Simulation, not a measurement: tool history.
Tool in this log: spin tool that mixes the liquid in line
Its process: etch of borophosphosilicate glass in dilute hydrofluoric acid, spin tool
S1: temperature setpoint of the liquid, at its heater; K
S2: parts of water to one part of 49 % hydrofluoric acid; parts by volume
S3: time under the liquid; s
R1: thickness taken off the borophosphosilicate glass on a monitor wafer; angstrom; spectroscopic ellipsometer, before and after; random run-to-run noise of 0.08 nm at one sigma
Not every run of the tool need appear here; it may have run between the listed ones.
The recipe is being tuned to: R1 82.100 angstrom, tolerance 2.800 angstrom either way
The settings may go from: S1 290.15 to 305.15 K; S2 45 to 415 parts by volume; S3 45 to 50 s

run,hour,S1,S2,S3,R1
1,0.0,297.15,230,45,117.340
2,4.1,297.15,280,45,91.968
3,6.1,296.65,280,45,89.165
4,10.4,296.15,280,45,88.068
5,17.8,296.15,280,50,96.447
6,19.8,297.65,280,50,103.510
7,22.7,293.65,285,50,85.841
8,30.3,293.15,285,50,84.957

Pick the move, out of 4, that brings all results within their allowed miss; only one does.
A,37.9,295.65,270,45,?
B,37.9,294.65,280,45,?
C,37.9,293.65,280,50,?
D,37.9,290.65,250,50,?

move,R1
A,90.387
B,83.260
C,89.238
D,91.977
A: misses by more than the last run did
B: in spec on every target
C: misses by more than the last run did
D: misses by more than the last run did
B is the move that brings every result within its allowed miss.
